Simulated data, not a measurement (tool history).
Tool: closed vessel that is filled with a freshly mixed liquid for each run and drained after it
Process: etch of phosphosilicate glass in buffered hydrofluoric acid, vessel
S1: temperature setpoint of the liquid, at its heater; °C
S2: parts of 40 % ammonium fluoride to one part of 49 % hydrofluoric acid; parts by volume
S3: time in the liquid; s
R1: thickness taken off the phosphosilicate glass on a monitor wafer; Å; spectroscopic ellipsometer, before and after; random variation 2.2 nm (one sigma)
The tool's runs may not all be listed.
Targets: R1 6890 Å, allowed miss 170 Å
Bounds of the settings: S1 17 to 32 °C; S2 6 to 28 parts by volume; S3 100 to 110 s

run	day	S1	S2	S3	R1
1	0	25	17	100	2824.6
2	0.229	25	17	110	3110.8
3	0.425	25	17	110	3108.5
4	0.5	26	16	110	3486.6
5	0.567	27	15	110	3929.9
6	0.942	27.5	14	110	4316.7
7	1.175	28	13.5	110	4572.4
8	1.346	32	9.5	110	7829.2
9	1.396	31.5	9.5	110	7624.4
10	1.454	30.5	9.5	110	7252.2

5 next moves are on the table. One of them brings every result within its allowed miss. Which?
A	1.512	31	10	110	?
B	1.512	29	8	100	?
C	1.512	30.5	8.5	100	?
D	1.512	31	8.5	100	?
E	1.512	29.5	8.5	100	?

move	R1
A	7191.6
B	7145.7
C	7239.8
D	7431
E	6870.3
A: nearer than the last run, and not there yet
B: nearer than the last run, and not there yet
C: as far off as the last run
D: further off than the last run
E: meets every target
Move E is the one to make.

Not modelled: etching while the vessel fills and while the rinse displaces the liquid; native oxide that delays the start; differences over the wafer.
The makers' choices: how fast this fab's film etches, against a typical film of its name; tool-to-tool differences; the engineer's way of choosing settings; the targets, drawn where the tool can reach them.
